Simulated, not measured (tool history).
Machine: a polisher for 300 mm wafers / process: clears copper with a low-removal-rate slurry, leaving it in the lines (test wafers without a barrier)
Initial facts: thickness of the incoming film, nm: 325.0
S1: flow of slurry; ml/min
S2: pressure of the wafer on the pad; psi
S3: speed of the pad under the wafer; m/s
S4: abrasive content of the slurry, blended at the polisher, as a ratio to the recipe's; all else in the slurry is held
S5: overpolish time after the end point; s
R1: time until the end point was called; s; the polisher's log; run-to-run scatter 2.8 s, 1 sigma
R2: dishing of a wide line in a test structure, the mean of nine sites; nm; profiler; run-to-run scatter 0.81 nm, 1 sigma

Run 1, hour 0.0: S1 180 ml/min, S2 2.1 psi, S3 1.08 m/s, S4 1.00, S5 28 s. Result: R1 123.71 s, R2 43.214 nm.
Run 2, hour 1.6: S1 180 ml/min, S2 2.1 psi, S3 1.08 m/s, S4 1.20, S5 28 s. Result: R1 119.71 s, R2 44.682 nm.
Run 3, hour 5.6: S1 180 ml/min, S2 1.8 psi, S3 1.02 m/s, S4 1.20, S5 31 s. Result: R1 147.87 s, R2 42.435 nm.
Run 4, hour 7.0: S1 180 ml/min, S2 1.8 psi, S3 1.28 m/s, S4 1.20, S5 31 s. Result: R1 116.66 s, R2 48.965 nm.
Run 5, hour 11.7: S1 180 ml/min, S2 1.8 psi, S3 1.28 m/s, S4 1.20, S5 37 s. Result: R1 116.55 s, R2 55.100 nm.
Run 6, hour 13.7: S1 180 ml/min, S2 1.8 psi, S3 1.28 m/s, S4 1.05, S5 37 s. Result: R1 121.41 s, R2 54.636 nm.
Run 7, hour 20.7: S1 175 ml/min, S2 1.6 psi, S3 1.20 m/s, S4 1.05, S5 38 s. Result: R1 141.70 s, R2 49.010 nm.
Run 8, hour 26.3: S1 175 ml/min, S2 1.4 psi, S3 1.12 m/s, S4 1.05, S5 39 s. Result: R1 175.45 s, R2 41.610 nm.
Run 9, hour 29.8: S1 165 ml/min, S2 1.0 psi, S3 1.00 m/s, S4 1.05, S5 45 s. Result: R1 275.02 s, R2 31.588 nm.
Run 10, hour 30.8: S1 175 ml/min, S2 1.0 psi, S3 1.00 m/s, S4 1.05, S5 45 s. Result: R1 267.86 s, R2 32.802 nm.

Run 11 has not been measured yet. What should we expect?
Run 11, hour 36.6: S1 180 ml/min, S2 1.0 psi, S3 1.00 m/s, S4 1.05, S5 45 s. Result: R1 ?, R2 ?.

{"run 11": {"R1": 267.28, "R2": 32.522}}
